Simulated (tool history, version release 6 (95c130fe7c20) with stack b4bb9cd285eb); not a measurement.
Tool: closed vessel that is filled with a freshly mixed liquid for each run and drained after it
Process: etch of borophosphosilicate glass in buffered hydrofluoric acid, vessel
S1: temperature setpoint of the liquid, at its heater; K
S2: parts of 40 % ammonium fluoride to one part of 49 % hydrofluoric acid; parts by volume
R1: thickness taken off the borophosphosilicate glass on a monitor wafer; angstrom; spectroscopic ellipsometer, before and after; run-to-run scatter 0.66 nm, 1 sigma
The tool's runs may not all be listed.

{"run": 1, "hour": 0.0, "S1": 298.15, "S2": 17.5, "time in the liquid (s)": 85, "R1": 1114.3}
{"run": 2, "hour": 3.1, "S1": 298.65, "S2": 17.0, "time in the liquid (s)": 85, "R1": 1183.2}
{"run": 3, "hour": 7.6, "S1": 298.65, "S2": 12.0, "time in the liquid (s)": 85, "R1": 1658.0}
{"run": 4, "hour": 12.5, "S1": 295.15, "S2": 12.0, "time in the liquid (s)": 85, "R1": 1371.9}
{"run": 5, "hour": 14.1, "S1": 297.15, "S2": 12.0, "time in the liquid (s)": 85, "R1": 1525.5}
{"run": 6, "hour": 22.5, "S1": 295.65, "S2": 12.0, "time in the liquid (s)": 85, "R1": 1414.6}
{"run": 7, "hour": 24.6, "S1": 296.15, "S2": 12.0, "time in the liquid (s)": 85, "R1": 1453.1}

Forecast run 8:
{"run": 8, "hour": 28.9, "S1": 296.65, "S2": 12.0, "time in the liquid (s)": 85, "R1": "?"}

Run 8 measured R1 1491.1 angstrom.

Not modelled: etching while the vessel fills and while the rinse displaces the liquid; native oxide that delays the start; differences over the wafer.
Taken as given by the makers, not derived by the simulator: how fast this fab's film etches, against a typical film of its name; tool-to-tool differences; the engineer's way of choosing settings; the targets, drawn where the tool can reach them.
